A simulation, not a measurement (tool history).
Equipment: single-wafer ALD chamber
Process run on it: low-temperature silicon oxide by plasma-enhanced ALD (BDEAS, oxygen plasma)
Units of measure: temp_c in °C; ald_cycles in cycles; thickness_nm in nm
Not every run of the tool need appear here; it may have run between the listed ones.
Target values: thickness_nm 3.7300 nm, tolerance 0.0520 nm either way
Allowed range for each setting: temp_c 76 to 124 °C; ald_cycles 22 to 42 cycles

run,day,temp_c,ald_cycles,thickness_nm
1,0.000,100,32,4.7804
2,0.154,102,31,4.6184
3,0.508,110,31,4.5614
4,0.667,110,30,4.4163
5,0.846,110,29,4.2614
6,1.054,110,32,4.7322
7,1.254,110,31,4.5556
8,1.604,111,30,4.3913
9,1.629,112,29,4.2752
10,2.000,112,29,4.2721
11,2.162,121,25,3.6108
12,2.250,120,25,3.6109
13,2.304,119,25,3.6206
14,2.521,119,25,3.6311
15,2.729,118,25,3.6332
16,2.942,117,25,3.6112
17,2.971,117,25,3.6610

Next run, 5 choices. One meets every target within its allowed miss, the rest don't. Which?
A,3.000,121,25,?
B,3.000,118,25,?
C,3.000,124,25,?
D,3.000,124,26,?
E,3.000,116,25,?

move,thickness_nm
A,3.6337
B,3.6516
C,3.6157
D,3.7604
E,3.6635
A: lands further from the targets than the last run did
B: lands further from the targets than the last run did
C: lands further from the targets than the last run did
D: hits every target within its allowed miss
E: about the same distance from the targets as the last run
Go with D: it meets all targets.
